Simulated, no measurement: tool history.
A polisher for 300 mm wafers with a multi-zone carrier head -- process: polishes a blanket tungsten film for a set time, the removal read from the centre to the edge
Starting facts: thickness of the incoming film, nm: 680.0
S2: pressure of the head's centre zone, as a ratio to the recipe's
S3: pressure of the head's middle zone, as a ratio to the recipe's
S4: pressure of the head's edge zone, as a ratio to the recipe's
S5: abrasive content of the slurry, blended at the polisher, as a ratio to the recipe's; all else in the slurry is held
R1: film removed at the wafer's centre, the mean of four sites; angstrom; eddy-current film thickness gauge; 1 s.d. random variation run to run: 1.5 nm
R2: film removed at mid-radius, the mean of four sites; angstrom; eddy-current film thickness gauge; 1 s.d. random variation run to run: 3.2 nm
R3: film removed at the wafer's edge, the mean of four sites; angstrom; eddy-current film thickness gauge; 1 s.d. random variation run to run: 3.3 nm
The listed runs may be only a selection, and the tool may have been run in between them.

run 1 hour=0 | flow_of_slurry_(ml/min)=225 S2=1 S3=1 S4=1 S5=1 polishing_time_(s)=55 | R1=2112.1 R2=2124.1 R3=2209.1
run 2 hour=6.1 | flow_of_slurry_(ml/min)=230 S2=1 S3=1.01 S4=1.02 S5=1.05 polishing_time_(s)=55 | R1=2148 R2=2181.1 R3=2270.1
run 3 hour=10.2 | flow_of_slurry_(ml/min)=235 S2=1 S3=1.02 S4=1.04 S5=1.1 polishing_time_(s)=55 | R1=2154.6 R2=2277.6 R3=2240.3
run 4 hour=13.3 | flow_of_slurry_(ml/min)=235 S2=1.04 S3=1.02 S4=1.04 S5=1.1 polishing_time_(s)=55 | R1=2257.6 R2=2193.4 R3=2257.6
run 5 hour=18.6 | flow_of_slurry_(ml/min)=235 S2=1.03 S3=1.01 S4=1.05 S5=1.15 polishing_time_(s)=56 | R1=2281.9 R2=2291.7 R3=2373.5
run 6 hour=20.6 | flow_of_slurry_(ml/min)=240 S2=1.03 S3=1 S4=1.06 S5=1.2 polishing_time_(s)=56 | R1=2330.9 R2=2309.1 R3=2373.3

Expected results for the next run?
run 7 hour=25.4 | flow_of_slurry_(ml/min)=235 S2=1.02 S3=0.99 S4=1.07 S5=1.25 polishing_time_(s)=57 | R1=? R2=? R3=?

R1: 2332.9 angstrom
R2: 2358.2 angstrom
R3: 2439.7 angstrom
